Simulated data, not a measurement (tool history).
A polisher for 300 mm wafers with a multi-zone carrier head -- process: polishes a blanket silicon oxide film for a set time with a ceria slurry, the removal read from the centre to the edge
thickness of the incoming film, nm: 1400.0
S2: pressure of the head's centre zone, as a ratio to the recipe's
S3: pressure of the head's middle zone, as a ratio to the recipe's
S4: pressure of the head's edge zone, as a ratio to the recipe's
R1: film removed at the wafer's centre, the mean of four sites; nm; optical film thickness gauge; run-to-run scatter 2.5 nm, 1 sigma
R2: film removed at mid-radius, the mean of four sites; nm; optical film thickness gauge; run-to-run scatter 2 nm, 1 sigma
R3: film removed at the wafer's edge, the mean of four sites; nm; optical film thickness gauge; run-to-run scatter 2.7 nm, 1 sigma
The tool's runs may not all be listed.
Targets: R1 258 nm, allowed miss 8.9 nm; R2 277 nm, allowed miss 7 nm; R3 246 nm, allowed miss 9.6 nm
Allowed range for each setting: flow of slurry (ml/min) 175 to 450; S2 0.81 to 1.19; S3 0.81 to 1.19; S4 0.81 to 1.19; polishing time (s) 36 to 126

Run 1, hour 0: flow of slurry (ml/min) 290, S2 1, S3 1, S4 1, polishing time (s) 81. Result: R1 289.47 nm, R2 293.11 nm, R3 299.52 nm.
Run 2, hour 5.8: flow of slurry (ml/min) 290, S2 1, S3 0.96, S4 1, polishing time (s) 81. Result: R1 292.96 nm, R2 282.84 nm, R3 303.89 nm.
Run 3, hour 14: flow of slurry (ml/min) 225, S2 1, S3 0.96, S4 1, polishing time (s) 81. Result: R1 283.5 nm, R2 277.96 nm, R3 300.84 nm.
Run 4, hour 21.4: flow of slurry (ml/min) 225, S2 1, S3 1.04, S4 1, polishing time (s) 81. Result: R1 288.73 nm, R2 297.6 nm, R3 294.11 nm.
Run 5, hour 29.8: flow of slurry (ml/min) 230, S2 1, S3 1.05, S4 0.97, polishing time (s) 79. Result: R1 274.44 nm, R2 289.33 nm, R3 281.7 nm.
Run 6, hour 38.5: flow of slurry (ml/min) 200, S2 1, S3 1.05, S4 0.97, polishing time (s) 79. Result: R1 273.51 nm, R2 284.91 nm, R3 278.35 nm.
Run 7, hour 42.5: flow of slurry (ml/min) 200, S2 1, S3 1.06, S4 0.94, polishing time (s) 78. Result: R1 266.14 nm, R2 286.5 nm, R3 269.26 nm.
Run 8, hour 45.7: flow of slurry (ml/min) 200, S2 1.01, S3 1.06, S4 0.92, polishing time (s) 78. Result: R1 274.36 nm, R2 286.64 nm, R3 273.8 nm.
Run 9, hour 47.6: flow of slurry (ml/min) 235, S2 1.02, S3 1.14, S4 0.85, polishing time (s) 68. Result: R1 243.05 nm, R2 269.25 nm, R3 227.73 nm.

Pick the move, out of 4, that brings all results within their allowed miss; only one does.
Run A, hour 49.5: flow of slurry (ml/min) 280, S2 0.96, S3 1.18, S4 0.85, polishing time (s) 63. Result: R1 ?, R2 ?, R3 ?.
Run B, hour 49.5: flow of slurry (ml/min) 240, S2 0.94, S3 1.09, S4 0.88, polishing time (s) 69. Result: R1 ?, R2 ?, R3 ?.
Run C, hour 49.5: flow of slurry (ml/min) 175, S2 0.88, S3 1.01, S4 0.91, polishing time (s) 75. Result: R1 ?, R2 ?, R3 ?.
Run D, hour 49.5: flow of slurry (ml/min) 220, S2 1, S3 1.06, S4 0.81, polishing time (s) 75. Result: R1 ?, R2 ?, R3 ?.

move      R1      R2      R3
   A   215.2  260.98  215.37
   B  227.27   262.8  237.03
   C  223.29  257.45  254.36
   D  257.75  276.13  246.57
A: its largest miss is bigger than the last run's
B: gets the furthest-off result to its target, but another result is out of tolerance
C: gets the furthest-off result to its target, but another result is out of tolerance
D: all results land within tolerance of their targets
So the answer is move D, the one that meets all the targets.
